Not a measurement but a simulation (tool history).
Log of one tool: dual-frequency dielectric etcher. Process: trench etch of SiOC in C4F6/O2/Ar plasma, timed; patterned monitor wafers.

run,hour,source power (kW),bias power (kW),etch time (s),mean etch depth across the wafer (Å)
1,0.0,0.290,0.247,18.5,349.76
2,4.3,0.290,0.231,18.5,338.63
3,9.1,0.280,0.229,18.5,337.17
4,12.3,0.280,0.229,19.5,356.58
5,14.2,0.280,0.229,19.5,354.40
6,15.5,0.280,0.229,18.5,335.19
7,16.7,0.270,0.227,18.5,329.21
8,24.0,0.270,0.227,18.5,331.35

What will run 9 give?
9,32.8,0.260,0.225,18.5,?

mean etch depth across the wafer (Å): 319.66

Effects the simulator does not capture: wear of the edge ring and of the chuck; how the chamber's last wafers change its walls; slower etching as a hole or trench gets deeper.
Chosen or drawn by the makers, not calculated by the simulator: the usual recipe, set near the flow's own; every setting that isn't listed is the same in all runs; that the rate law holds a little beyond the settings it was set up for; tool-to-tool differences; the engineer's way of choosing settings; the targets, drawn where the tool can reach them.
